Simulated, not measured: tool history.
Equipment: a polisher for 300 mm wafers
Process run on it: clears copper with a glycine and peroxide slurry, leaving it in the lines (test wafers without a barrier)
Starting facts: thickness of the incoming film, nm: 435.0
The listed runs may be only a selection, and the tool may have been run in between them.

run    day  flow of slurry (ml/min)  pressure of the wafer on the pad (psi)  speed of the pad under the wafer (m/s)  overpolish time after the end point (s)  time until the end point was called (s)  dishing of a wide line in a test structure (angstrom)
  1  0.000                      215                                     1.7                                    0.78                                       11                                   177.72                                                 206.14
  2  0.071                      215                                     1.6                                    0.78                                       11                                   184.38                                                 195.48
  3  0.279                      215                                     1.6                                    0.78                                       14                                   179.03                                                 246.70
  4  0.417                      220                                     1.5                                    0.76                                       13                                   185.67                                                 219.79
  5  0.483                      225                                     1.4                                    0.74                                       13                                   197.04                                                 215.51
  6  0.517                      245                                     1.4                                    0.74                                       13                                   197.44                                                 213.83
  7  0.683                      245                                     1.3                                    0.72                                       12                                   206.28                                                 188.67
  8  1.058                      245                                     1.2                                    0.72                                       12                                   211.07                                                 180.83
  9  1.083                      245                                     1.1                                    0.72                                       12                                   224.82                                                 178.14
 10  1.338                      250                                     1.1                                    0.70                                       12                                   226.37                                                 175.19

Run 11, settings as shown, results not yet in. Your forecast:
 11  1.596                      255                                     1.1                                    0.70                                       11                                        ?                                                      ?

{"run 11": {"time until the end point was called (s)": 225.7, "dishing of a wide line in a test structure (angstrom)": 161.85}}
